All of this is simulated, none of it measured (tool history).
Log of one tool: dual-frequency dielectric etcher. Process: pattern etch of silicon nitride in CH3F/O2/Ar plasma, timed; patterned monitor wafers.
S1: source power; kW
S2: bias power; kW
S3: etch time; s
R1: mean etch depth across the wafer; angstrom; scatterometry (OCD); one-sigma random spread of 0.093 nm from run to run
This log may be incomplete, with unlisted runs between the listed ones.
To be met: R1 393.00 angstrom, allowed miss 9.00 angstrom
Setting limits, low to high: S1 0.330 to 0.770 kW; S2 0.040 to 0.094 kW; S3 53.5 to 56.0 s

run	hour	S1	S2	S3	R1
1	0.0	0.550	0.067	53.5	453.91
2	1.6	0.510	0.066	53.5	433.52
3	8.1	0.490	0.065	53.5	417.98
4	10.2	0.530	0.065	53.5	439.85
5	12.6	0.500	0.064	53.5	421.96
6	21.6	0.480	0.064	53.5	410.61
7	24.5	0.480	0.064	53.5	410.34
8	32.1	0.470	0.064	53.5	404.64
9	37.7	0.430	0.063	53.5	377.40

Consider the 5 candidate settings below. Which is the only one whose results all fall within their allowed miss of target?
A	43.3	0.420	0.062	54.0	?
B	43.3	0.470	0.062	55.5	?
C	43.3	0.370	0.068	54.5	?
D	43.3	0.480	0.064	54.0	?
E	43.3	0.440	0.061	55.5	?

move	R1
A	372.97
B	415.52
C	351.98
D	414.78
E	394.38
A: the biggest miss grows against the last run
B: takes the result that was furthest off past its target
C: the biggest miss grows against the last run
D: takes the result that was furthest off past its target
E: in spec on every target
E meets every target.
